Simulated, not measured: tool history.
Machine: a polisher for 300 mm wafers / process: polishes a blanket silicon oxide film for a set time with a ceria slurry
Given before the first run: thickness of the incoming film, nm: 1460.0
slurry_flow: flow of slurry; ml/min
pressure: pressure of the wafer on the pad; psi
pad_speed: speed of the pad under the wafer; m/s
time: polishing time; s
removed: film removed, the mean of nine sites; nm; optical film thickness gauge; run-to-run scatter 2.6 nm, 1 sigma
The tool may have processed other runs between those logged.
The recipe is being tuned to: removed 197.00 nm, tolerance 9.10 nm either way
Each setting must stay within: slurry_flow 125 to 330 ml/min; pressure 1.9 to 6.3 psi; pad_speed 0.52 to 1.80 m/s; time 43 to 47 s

run  hour  slurry_flow  pressure  pad_speed  time  removed
  1   0.0          210       4.1       1.16    47   281.76
  2   4.4          210       3.7       1.16    47   259.00
  3  12.1          250       3.7       1.16    47   265.66
  4  16.5          250       3.7       1.16    47   268.87
  5  25.0          245       3.3       1.16    47   238.82
  6  26.6          245       4.1       1.16    47   288.93
  7  33.4          245       3.6       1.14    47   253.71
  8  41.8          245       3.3       1.14    47   229.50
  9  42.9          245       3.3       1.14    47   235.94
 10  46.9          245       3.1       1.14    47   223.82
 11  54.3          245       3.0       1.14    47   209.30

Next run, 4 choices. One meets every target within its allowed miss, the rest don't. Which?
  A  61.7          205       3.4       0.96    43        ?
  B  61.7          265       4.0       0.88    47        ?
  C  61.7          260       2.9       1.18    43        ?
  D  61.7          230       3.0       1.08    43        ?

move  removed
   A   181.08
   B   218.99
   C   194.72
   D   182.27
A: moves the result that the last run missed by most past its target, out the other side
B: misses by more than the last run did
C: every result within its allowed miss
D: moves the result that the last run missed by most past its target, out the other side
Correct choice: C, which meets every target
